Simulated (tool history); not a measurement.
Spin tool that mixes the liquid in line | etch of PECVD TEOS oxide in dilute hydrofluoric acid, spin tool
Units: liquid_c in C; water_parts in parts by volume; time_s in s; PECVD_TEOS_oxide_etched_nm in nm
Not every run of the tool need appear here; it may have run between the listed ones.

{"run": 1, "hour": 0.0, "liquid_c": 20, "water_parts": 95, "time_s": 115, "PECVD_TEOS_oxide_etched_nm": 12.143}
{"run": 2, "hour": 2.0, "liquid_c": 22.5, "water_parts": 95, "time_s": 115, "PECVD_TEOS_oxide_etched_nm": 13.471}
{"run": 3, "hour": 9.1, "liquid_c": 24, "water_parts": 90, "time_s": 115, "PECVD_TEOS_oxide_etched_nm": 15.265}
{"run": 4, "hour": 10.6, "liquid_c": 24, "water_parts": 125, "time_s": 115, "PECVD_TEOS_oxide_etched_nm": 10.355}
{"run": 5, "hour": 11.3, "liquid_c": 25, "water_parts": 115, "time_s": 115, "PECVD_TEOS_oxide_etched_nm": 11.844}
{"run": 6, "hour": 14.0, "liquid_c": 25.5, "water_parts": 105, "time_s": 115, "PECVD_TEOS_oxide_etched_nm": 13.465}
{"run": 7, "hour": 19.3, "liquid_c": 26, "water_parts": 100, "time_s": 115, "PECVD_TEOS_oxide_etched_nm": 14.534}

What does the tool deliver on the next run?
{"run": 8, "hour": 25.6, "liquid_c": 26.5, "water_parts": 95, "time_s": 115, "PECVD_TEOS_oxide_etched_nm": "?"}

{"run 8": {"PECVD_TEOS_oxide_etched_nm": 15.784}}
